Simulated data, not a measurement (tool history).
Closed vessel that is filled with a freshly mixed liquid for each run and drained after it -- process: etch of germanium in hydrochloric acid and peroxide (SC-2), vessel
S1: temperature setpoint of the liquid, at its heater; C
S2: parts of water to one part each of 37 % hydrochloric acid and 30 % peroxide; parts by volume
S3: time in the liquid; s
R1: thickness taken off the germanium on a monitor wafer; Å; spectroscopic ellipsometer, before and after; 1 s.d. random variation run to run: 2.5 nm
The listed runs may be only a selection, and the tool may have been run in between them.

run,hour,S1,S2,S3,R1
1,0,61,9,100,3720.3
2,5.3,62,9,100,3866
3,11,68.5,9,100,4626.5
4,15.7,72,9,100,5057.2
5,16.8,72,11,100,4990.7
6,20.8,67.5,11,100,4344.6
7,25.5,67,11,100,4318.8

Run 8 is up next; what results do you expect?
8,27.1,66.5,11,100,?

Logged for run 8: R1 4242.1 Å.

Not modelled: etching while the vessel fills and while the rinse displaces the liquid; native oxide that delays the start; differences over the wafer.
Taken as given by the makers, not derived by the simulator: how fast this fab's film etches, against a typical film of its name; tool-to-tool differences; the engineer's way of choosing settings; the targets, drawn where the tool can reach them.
